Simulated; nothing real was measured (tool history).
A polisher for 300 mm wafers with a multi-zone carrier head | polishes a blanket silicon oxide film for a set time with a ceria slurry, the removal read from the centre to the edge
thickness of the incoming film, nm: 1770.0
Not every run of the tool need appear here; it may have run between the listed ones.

run	hour	flow of slurry (ml/min)	pressure of the head's centre zone	pressure of the head's middle zone	pressure of the head's edge zone	polishing time (s)	film removed at the wafer's centre (angstrom)	film removed at mid-radius (angstrom)	film removed at the wafer's edge (angstrom)
1	0.0	270	1.00	1.00	1.00	38	1414.70	1419.40	1406.60
2	6.5	265	0.98	0.97	0.98	33	1207.80	1202.20	1218.20
3	13.6	265	0.98	1.03	0.98	33	1217.40	1240.00	1215.30
4	17.3	260	0.96	1.01	0.96	29	1039.50	1041.00	1051.70
5	20.4	255	0.94	1.00	0.93	27	962.73	990.38	949.39
6	22.5	255	0.94	1.00	0.93	23	800.28	830.08	848.73
7	28.1	255	0.94	1.00	0.93	23	805.30	857.25	828.91
8	35.0	250	0.94	0.96	0.92	23	817.63	818.17	840.46
9	43.4	245	0.93	0.95	0.91	23	794.90	804.64	815.81
10	51.7	235	0.92	0.94	0.91	23	793.02	808.49	823.51
11	55.9	235	0.92	0.94	0.91	23	791.94	785.09	805.67
12	60.3	225	0.91	0.94	0.91	23	762.52	813.05	814.54
13	61.7	235	0.92	0.87	0.87	21	708.34	719.28	736.96

Expected results for the next run?
14	69.0	240	0.92	0.88	0.88	21	?	?	?

film removed at the wafer's centre (angstrom): 699.78
film removed at mid-radius (angstrom): 692.15
film removed at the wafer's edge (angstrom): 735.35
